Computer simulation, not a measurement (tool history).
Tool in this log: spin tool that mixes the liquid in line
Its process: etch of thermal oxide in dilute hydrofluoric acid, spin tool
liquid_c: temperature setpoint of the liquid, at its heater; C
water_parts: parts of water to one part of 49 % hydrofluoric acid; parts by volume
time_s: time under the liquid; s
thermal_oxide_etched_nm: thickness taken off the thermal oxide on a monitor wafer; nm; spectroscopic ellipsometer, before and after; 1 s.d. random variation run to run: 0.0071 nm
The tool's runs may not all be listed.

run  hour  liquid_c  water_parts  time_s  thermal_oxide_etched_nm
  1     0        24          100      65                   3.4895
  2   2.6        24          130      65                   2.6041
  3   3.7      22.5          130      65                   2.4373
  4   4.9      20.5          130      65                   2.2455
  5  13.2      19.5          130      65                   2.1548
  6  14.6        19          130      65                   2.1255
  7  20.4      18.5          130      65                    2.074

Run 8 comes next. What will it give?
  8  22.9        18          130      65                        ?

{"run 8": {"thermal_oxide_etched_nm": 2.0235}}
